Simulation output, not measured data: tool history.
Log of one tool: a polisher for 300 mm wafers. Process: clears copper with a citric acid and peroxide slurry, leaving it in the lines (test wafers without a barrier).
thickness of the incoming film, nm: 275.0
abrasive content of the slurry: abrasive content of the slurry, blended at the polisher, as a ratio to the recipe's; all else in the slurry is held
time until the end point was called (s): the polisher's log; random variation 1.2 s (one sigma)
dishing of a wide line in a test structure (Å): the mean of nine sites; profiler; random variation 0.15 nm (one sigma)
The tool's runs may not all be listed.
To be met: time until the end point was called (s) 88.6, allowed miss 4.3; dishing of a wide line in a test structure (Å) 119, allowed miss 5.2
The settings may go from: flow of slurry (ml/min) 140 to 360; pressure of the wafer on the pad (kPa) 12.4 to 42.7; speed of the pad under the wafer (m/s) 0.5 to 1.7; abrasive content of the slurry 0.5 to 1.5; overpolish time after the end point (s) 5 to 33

run	hour	flow of slurry (ml/min)	pressure of the wafer on the pad (kPa)	speed of the pad under the wafer (m/s)	abrasive content of the slurry	overpolish time after the end point (s)	time until the end point was called (s)	dishing of a wide line in a test structure (Å)
1	0	230	27.6	1.1	1	17	100.18	335.06
2	3.5	230	27.6	1.1	1.1	17	96.953	337.43
3	10.6	230	30.3	1.1	1.1	17	86.846	366.41
4	13.7	205	32.4	0.94	1.2	14	98.127	288.14
5	21.5	205	32.4	1.1	1.2	14	82.087	327.04
6	23.2	205	36.5	1.1	1.2	14	74.046	370.56
7	25.5	215	29	1.4	1.2	6	72.765	173.23
8	30.5	215	26.2	1.44	1.2	6	75.257	163.2
9	32.9	215	24.1	1.46	1.2	6	83.448	148.72
10	35.1	205	22.8	1.52	1.2	6	84.178	147.07
11	36.3	215	21.4	1.56	1.2	6	86.946	143.47
12	42.4	195	20.7	1.6	1.3	6	88.356	144.12

4 next moves are on the table. One of them brings every result within its allowed miss. Which?
A	48.5	225	24.8	1.46	1.2	5	?	?
B	48.5	205	20.7	1.7	1.35	5	?	?
C	48.5	230	18.6	1.66	1.4	5	?	?
D	48.5	185	26.9	1.3	1.5	5	?	?

move	time until the end point was called (s)	dishing of a wide line in a test structure (Å)
A	80.753	131.45
B	81.364	130.15
C	89.846	118.25
D	80.845	131.45
A: nearer than the last run, and not there yet
B: nearer than the last run, and not there yet
C: meets every target
D: nearer than the last run, and not there yet
Move C is the one to make.
